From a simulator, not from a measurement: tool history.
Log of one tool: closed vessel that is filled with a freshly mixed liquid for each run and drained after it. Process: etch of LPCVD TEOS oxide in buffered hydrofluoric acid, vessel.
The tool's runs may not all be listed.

run,hour,temperature setpoint of the liquid (K),parts of 40 % ammonium fluoride to one part of 49 % hydrofluoric acid (parts by volume),time in the liquid (s),thickness taken off the LPCVD TEOS oxide on a monitor wafer (Å)
1,0.0,294.15,23.5,95,1056.20
2,3.0,294.15,23.5,105,1162.50
3,9.6,293.65,24.0,105,1120.30
4,14.6,293.15,24.5,105,1066.80
5,21.3,296.15,24.5,105,1276.40
6,24.0,295.15,25.0,105,1174.80
7,32.2,294.65,25.0,105,1140.60
8,33.5,294.15,25.0,105,1118.20
9,40.1,293.65,25.0,105,1095.10

Forecast run 10:
10,49.1,290.15,27.5,105,?

{"run 10": {"thickness taken off the LPCVD TEOS oxide on a monitor wafer (Å)": 834.59}}
